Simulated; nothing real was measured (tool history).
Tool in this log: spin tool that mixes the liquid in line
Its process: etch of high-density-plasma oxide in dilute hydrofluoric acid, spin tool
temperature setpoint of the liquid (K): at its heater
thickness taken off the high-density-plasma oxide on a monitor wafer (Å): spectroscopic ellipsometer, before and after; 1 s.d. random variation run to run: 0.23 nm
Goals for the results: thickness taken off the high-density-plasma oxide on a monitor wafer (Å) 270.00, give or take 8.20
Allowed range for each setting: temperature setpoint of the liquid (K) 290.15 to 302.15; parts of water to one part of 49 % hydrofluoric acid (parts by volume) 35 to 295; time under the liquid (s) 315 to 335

run	hour	temperature setpoint of the liquid (K)	parts of water to one part of 49 % hydrofluoric acid (parts by volume)	time under the liquid (s)	thickness taken off the high-density-plasma oxide on a monitor wafer (Å)
1	0.0	294.15	165	315	125.96
2	2.2	296.65	165	315	140.59
3	5.2	297.65	165	315	143.77
4	11.1	298.65	150	315	167.73
5	14.0	299.15	140	315	182.59
6	22.9	301.65	140	315	204.36
# hour 31.7: hydrofluoric acid flow meter replaced
7	31.7	301.65	130	315	258.52
8	38.2	302.15	130	315	257.48

Consider the 5 candidate settings below. Which is the only one whose results all fall within their allowed miss of target?
A	44.7	302.15	145	330	?
B	44.7	301.15	115	315	?
C	44.7	301.15	130	315	?
D	44.7	301.65	135	315	?
E	44.7	300.15	125	335	?

move	thickness taken off the high-density-plasma oxide on a monitor wafer (Å)
A	235.42
B	283.91
C	246.29
D	240.06
E	264.05
A: misses by more than the last run did
B: carries the result that was furthest off beyond its target, to the other side
C: misses by more than the last run did
D: misses by more than the last run did
E: hits every target within its allowed miss
E meets every target.
